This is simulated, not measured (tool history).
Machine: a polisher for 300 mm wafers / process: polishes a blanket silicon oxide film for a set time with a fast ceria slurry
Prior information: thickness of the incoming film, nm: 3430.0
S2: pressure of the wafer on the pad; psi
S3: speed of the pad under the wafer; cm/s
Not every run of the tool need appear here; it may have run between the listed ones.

{"run": 1, "day": 0.0, "flow of slurry (ml/min)": 160, "S2": 2.7, "S3": 116, "polishing time (s)": 33, "film removed (nm)": 473.65}
{"run": 2, "day": 0.208, "flow of slurry (ml/min)": 145, "S2": 2.7, "S3": 116, "polishing time (s)": 33, "film removed (nm)": 448.27}
{"run": 3, "day": 0.262, "flow of slurry (ml/min)": 145, "S2": 2.7, "S3": 116, "polishing time (s)": 33, "film removed (nm)": 454.65}
{"run": 4, "day": 0.592, "flow of slurry (ml/min)": 105, "S2": 2.7, "S3": 116, "polishing time (s)": 33, "film removed (nm)": 429.15}
{"run": 5, "day": 0.854, "flow of slurry (ml/min)": 115, "S2": 3, "S3": 118, "polishing time (s)": 33, "film removed (nm)": 473.63}
{"day": 1.192, "done": "head pressure recalibrated"}
{"run": 6, "day": 1.192, "flow of slurry (ml/min)": 95, "S2": 3, "S3": 118, "polishing time (s)": 33, "film removed (nm)": 475.27}
{"run": 7, "day": 1.292, "flow of slurry (ml/min)": 100, "S2": 3.3, "S3": 120, "polishing time (s)": 33, "film removed (nm)": 520.66}

Run 8, settings as shown, results not yet in. Your forecast:
{"run": 8, "day": 1.417, "flow of slurry (ml/min)": 110, "S2": 3.5, "S3": 124, "polishing time (s)": 33, "film removed (nm)": "?"}

{"run 8": {"film removed (nm)": 562.82}}
